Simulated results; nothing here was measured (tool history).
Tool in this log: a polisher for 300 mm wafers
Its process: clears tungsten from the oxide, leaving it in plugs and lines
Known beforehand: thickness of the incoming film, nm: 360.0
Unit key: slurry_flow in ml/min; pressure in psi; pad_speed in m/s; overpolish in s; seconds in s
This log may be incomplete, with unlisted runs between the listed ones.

run,hour,slurry_flow,pressure,pad_speed,slurry_solids,overpolish,seconds
1,0,175,3.3,1.2,1,10,90.756
2,8.7,145,3.3,1.2,1,10,90.783
3,15.1,145,3.8,1.2,1,10,80.504
4,22.4,145,4.5,1.2,1,10,70.568
5,23.5,145,4.2,1.18,1,10,75.571
6,31.5,145,4.2,1.46,1,10,60.998
7,40.3,145,4,1.42,1,10,64.774
8,41.3,145,3.8,1.38,1,10,69.661
9,46.8,145,3.6,1.34,1,10,75.488

Run 10 is up next; what results do you expect?
10,53.8,145,3.4,1.32,1,10,?

seconds: 81.954 s
